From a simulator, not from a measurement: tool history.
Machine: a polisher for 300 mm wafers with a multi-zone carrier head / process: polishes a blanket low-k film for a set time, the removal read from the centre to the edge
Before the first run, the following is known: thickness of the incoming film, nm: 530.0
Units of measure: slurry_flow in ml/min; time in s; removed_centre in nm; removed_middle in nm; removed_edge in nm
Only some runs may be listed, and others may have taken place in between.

run,hour,slurry_flow,centre_zone,middle_zone,edge_zone,slurry_solids,time,removed_centre,removed_middle,removed_edge
1,0,140,1,1,1,1,36,15.232,14.869,15.993
2,5.8,140,1,1.05,1,1,36,15.177,15.489,16.014
3,11.7,140,1,1.05,1,1,32,13.32,13.728,14.103
4,16,155,1,1.06,1.05,1.15,35,16.296,16.676,17.521
5,20,165,1.01,1.08,1.09,1.25,37,18.662,19.088,20.141
6,22.5,165,1.01,1.01,1.09,1.25,37,18.633,18.006,20.023
7,26.9,175,1.01,1.04,1.11,1.3,39,20.156,20.279,21.941
8,27.9,175,1.02,1.05,1.13,1.35,40,21.393,21.175,22.999
9,35,185,1.02,1.06,1.14,1.4,41,22.392,22.461,24.164

Run 10 comes next. What will it give?
# hour 40.3: slurry nozzle cleaned
10,40.3,185,1.02,1.07,1.15,1.45,42,?,?,?

Run 10 came out at removed_centre 24.565 nm, removed_middle 24.574 nm, removed_edge 26.05 nm.
